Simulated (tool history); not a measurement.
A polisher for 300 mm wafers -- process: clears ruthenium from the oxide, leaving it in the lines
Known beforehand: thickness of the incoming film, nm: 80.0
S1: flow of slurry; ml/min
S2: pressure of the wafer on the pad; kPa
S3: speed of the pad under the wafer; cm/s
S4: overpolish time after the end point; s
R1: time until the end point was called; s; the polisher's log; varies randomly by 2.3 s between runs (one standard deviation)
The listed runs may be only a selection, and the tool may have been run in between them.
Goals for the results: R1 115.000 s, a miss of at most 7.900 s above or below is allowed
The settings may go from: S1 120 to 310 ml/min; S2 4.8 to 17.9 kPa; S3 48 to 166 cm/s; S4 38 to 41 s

Run 1, hour 0.0: S1 200 ml/min, S2 11.0 kPa, S3 106 cm/s, S4 38 s. Result: R1 83.362 s.
Run 2, hour 7.5: S1 245 ml/min, S2 11.0 kPa, S3 106 cm/s, S4 38 s. Result: R1 79.409 s.
Run 3, hour 16.5: S1 245 ml/min, S2 10.3 kPa, S3 104 cm/s, S4 38 s. Result: R1 83.815 s.
Run 4, hour 24.1: S1 245 ml/min, S2 10.3 kPa, S3 104 cm/s, S4 41 s. Result: R1 83.629 s.
Run 5, hour 29.0: S1 245 ml/min, S2 10.3 kPa, S3 104 cm/s, S4 38 s. Result: R1 87.080 s.
Run 6, hour 33.7: S1 245 ml/min, S2 9.7 kPa, S3 104 cm/s, S4 38 s. Result: R1 89.667 s.
Run 7, hour 38.8: S1 245 ml/min, S2 9.0 kPa, S3 104 cm/s, S4 38 s. Result: R1 94.831 s.
Run 8, hour 46.6: S1 245 ml/min, S2 8.3 kPa, S3 104 cm/s, S4 38 s. Result: R1 105.670 s.

Exactly one of the 4 candidate moves below puts every result within its allowed miss. Which one?
Run A, hour 54.4: S1 250 ml/min, S2 6.9 kPa, S3 90 cm/s, S4 38 s. Result: R1 ?.
Run B, hour 54.4: S1 255 ml/min, S2 7.6 kPa, S3 120 cm/s, S4 38 s. Result: R1 ?.
Run C, hour 54.4: S1 260 ml/min, S2 8.3 kPa, S3 116 cm/s, S4 38 s. Result: R1 ?.
Run D, hour 54.4: S1 215 ml/min, S2 9.7 kPa, S3 82 cm/s, S4 38 s. Result: R1 ?.

move       R1
   A  143.810
   B  101.380
   C   95.835
   D  116.220
A: the result that was furthest off in the last run now lies on the other side of its target
B: moves away from the targets compared with the last run
C: moves away from the targets compared with the last run
D: all results in spec
The right move is D.

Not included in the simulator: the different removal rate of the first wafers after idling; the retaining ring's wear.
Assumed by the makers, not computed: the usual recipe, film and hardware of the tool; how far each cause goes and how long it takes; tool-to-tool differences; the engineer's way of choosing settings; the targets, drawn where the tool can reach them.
